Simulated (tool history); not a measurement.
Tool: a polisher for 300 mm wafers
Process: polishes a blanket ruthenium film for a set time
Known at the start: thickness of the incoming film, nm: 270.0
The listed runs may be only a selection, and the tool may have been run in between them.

| run | hour | flow of slurry (ml/min) | pressure of the wafer on the pad (kPa) | speed of the pad under the wafer (m/s) | polishing time (s) | film removed (angstrom) |
|---|---|---|---|---|---|---|
| 1 | 0.0 | 320 | 9.7 | 0.94 | 107 | 661.01 |
| 2 | 5.9 | 320 | 11.0 | 0.94 | 107 | 731.10 |
| 3 | 12.9 | 320 | 11.0 | 0.94 | 107 | 740.93 |
| 4 | 14.6 | 320 | 13.1 | 0.96 | 107 | 884.47 |
| 5 | 15.4 | 265 | 13.1 | 0.96 | 107 | 891.35 |
| 6 | 16.5 | 230 | 13.1 | 0.96 | 107 | 871.86 |

Expected results for the next run?
| 7 | 19.9 | 230 | 13.8 | 0.96 | 107 | ? |

film removed (angstrom): 893.00

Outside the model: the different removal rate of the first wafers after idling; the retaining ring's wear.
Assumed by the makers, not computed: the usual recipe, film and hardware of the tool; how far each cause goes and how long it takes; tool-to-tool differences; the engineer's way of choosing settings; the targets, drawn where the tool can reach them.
